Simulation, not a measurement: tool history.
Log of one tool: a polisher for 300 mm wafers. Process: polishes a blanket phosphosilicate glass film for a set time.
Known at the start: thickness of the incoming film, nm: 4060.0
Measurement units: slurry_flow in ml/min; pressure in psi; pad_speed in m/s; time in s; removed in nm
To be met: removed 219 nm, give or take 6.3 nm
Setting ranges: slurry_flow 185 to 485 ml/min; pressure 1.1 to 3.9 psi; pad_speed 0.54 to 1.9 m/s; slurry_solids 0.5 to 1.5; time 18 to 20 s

{"run": 1, "day": 0.0, "slurry_flow": 310, "pressure": 2.5, "pad_speed": 1.22, "slurry_solids": 1, "time": 20, "removed": 145.89}
{"run": 2, "day": 0.271, "slurry_flow": 310, "pressure": 2.8, "pad_speed": 1.22, "slurry_solids": 1, "time": 20, "removed": 163.16}
{"run": 3, "day": 0.458, "slurry_flow": 310, "pressure": 2.8, "pad_speed": 1.22, "slurry_solids": 0.85, "time": 20, "removed": 145.27}
{"run": 4, "day": 0.754, "slurry_flow": 310, "pressure": 3.1, "pad_speed": 1.22, "slurry_solids": 0.85, "time": 20, "removed": 158.35}
{"run": 5, "day": 0.904, "slurry_flow": 310, "pressure": 3.1, "pad_speed": 1.22, "slurry_solids": 0.85, "time": 20, "removed": 158.83}
{"run": 6, "day": 1.067, "slurry_flow": 310, "pressure": 3.3, "pad_speed": 1.26, "slurry_solids": 0.85, "time": 20, "removed": 175.61}
{"run": 7, "day": 1.242, "slurry_flow": 310, "pressure": 3.5, "pad_speed": 1.26, "slurry_solids": 0.85, "time": 20, "removed": 187.46}
{"run": 8, "day": 1.588, "slurry_flow": 315, "pressure": 3.9, "pad_speed": 1.28, "slurry_solids": 0.85, "time": 20, "removed": 212.48}
{"run": 9, "day": 1.767, "slurry_flow": 315, "pressure": 3.9, "pad_speed": 1.3, "slurry_solids": 0.85, "time": 20, "removed": 211.77}

5 candidate next runs follow, results not yet known. Just one meets every target within its allowed miss. Identify it.
{"run": "A", "day": 1.946, "slurry_flow": 310, "pressure": 3.9, "pad_speed": 1.54, "slurry_solids": 0.8, "time": 19, "removed": "?"}
{"run": "B", "day": 1.946, "slurry_flow": 380, "pressure": 3.9, "pad_speed": 1.6, "slurry_solids": 0.8, "time": 19, "removed": "?"}
{"run": "C", "day": 1.946, "slurry_flow": 340, "pressure": 3.7, "pad_speed": 1.38, "slurry_solids": 1, "time": 20, "removed": "?"}
{"run": "D", "day": 1.946, "slurry_flow": 290, "pressure": 3.6, "pad_speed": 1.24, "slurry_solids": 1, "time": 19, "removed": "?"}
{"run": "E", "day": 1.946, "slurry_flow": 295, "pressure": 3.8, "pad_speed": 1.32, "slurry_solids": 1.1, "time": 19, "removed": "?"}

move=A removed=217.73
move=B removed=228.41
move=C removed=236.99
move=D removed=198.21
move=E removed=233.21
A: all results in spec
B: takes the result that was furthest off past its target
C: takes the result that was furthest off past its target
D: lands further from the targets than the last run did
E: takes the result that was furthest off past its target
The right move is A.
